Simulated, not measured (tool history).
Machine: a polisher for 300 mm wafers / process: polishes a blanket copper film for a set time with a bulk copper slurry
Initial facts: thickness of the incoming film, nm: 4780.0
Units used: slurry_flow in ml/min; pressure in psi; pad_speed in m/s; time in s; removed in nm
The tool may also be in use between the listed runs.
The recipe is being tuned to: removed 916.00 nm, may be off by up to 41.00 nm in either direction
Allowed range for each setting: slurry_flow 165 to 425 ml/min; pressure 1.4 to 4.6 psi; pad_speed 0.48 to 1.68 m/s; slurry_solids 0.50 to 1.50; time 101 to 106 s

run  hour  slurry_flow  pressure  pad_speed  slurry_solids  time  removed
  1   0.0          275       3.0       1.08           1.00   101  1179.90
  2   6.0          325       3.0       1.08           1.00   101  1236.00
  3  14.5          315       2.8       1.08           1.00   101  1161.10
  4  23.3          315       2.8       1.08           1.00   101  1142.80
  5  26.0          305       2.6       1.08           1.00   101  1078.10
  6  31.3          340       2.6       1.08           1.00   101  1062.00
  7  34.6          340       2.5       1.08           1.00   101  1027.80
  8  35.9          340       2.4       1.08           1.00   101   995.28
  9  40.7          340       2.3       1.08           1.00   101   965.54

Consider the 5 candidate settings below. Which is the only one whose results all fall within their allowed miss of target?
  A  45.5          345       2.0       1.26           0.95   103        ?
  B  45.5          365       2.0       1.20           1.00   106        ?
  C  45.5          325       2.9       0.82           1.05   101        ?
  D  45.5          250       1.8       1.34           1.10   106        ?
  E  45.5          360       2.2       1.12           1.00   106        ?

move  removed
   A  1035.80
   B  1032.80
   C   931.16
   D  1040.30
   E  1043.20
A: misses by more than the last run did
B: misses by more than the last run did
C: in spec on every target
D: misses by more than the last run did
E: misses by more than the last run did
Go with C: it meets all targets.
